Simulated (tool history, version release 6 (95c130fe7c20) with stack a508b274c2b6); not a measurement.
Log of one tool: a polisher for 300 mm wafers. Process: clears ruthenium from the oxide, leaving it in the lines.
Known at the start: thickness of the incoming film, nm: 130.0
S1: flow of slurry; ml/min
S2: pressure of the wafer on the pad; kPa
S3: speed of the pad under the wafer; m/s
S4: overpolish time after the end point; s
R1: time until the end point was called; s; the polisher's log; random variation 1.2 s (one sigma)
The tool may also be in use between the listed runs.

run,hour,S1,S2,S3,S4,R1
1,0.0,175,13.1,1.24,10,130.49
2,7.0,175,13.8,1.24,10,123.79
3,13.4,175,13.8,1.52,10,109.53
4,14.2,150,13.8,1.52,10,109.84
5,22.5,150,11.0,1.52,10,132.88
6,28.9,150,11.0,1.72,10,120.48
7,31.3,150,11.7,1.72,10,112.07
8,37.8,150,12.4,1.72,10,110.07
9,42.4,150,13.1,1.72,10,107.87

The next listed run, before its measurement:
10,50.4,155,13.8,1.72,10,?

R1: 100.36 s
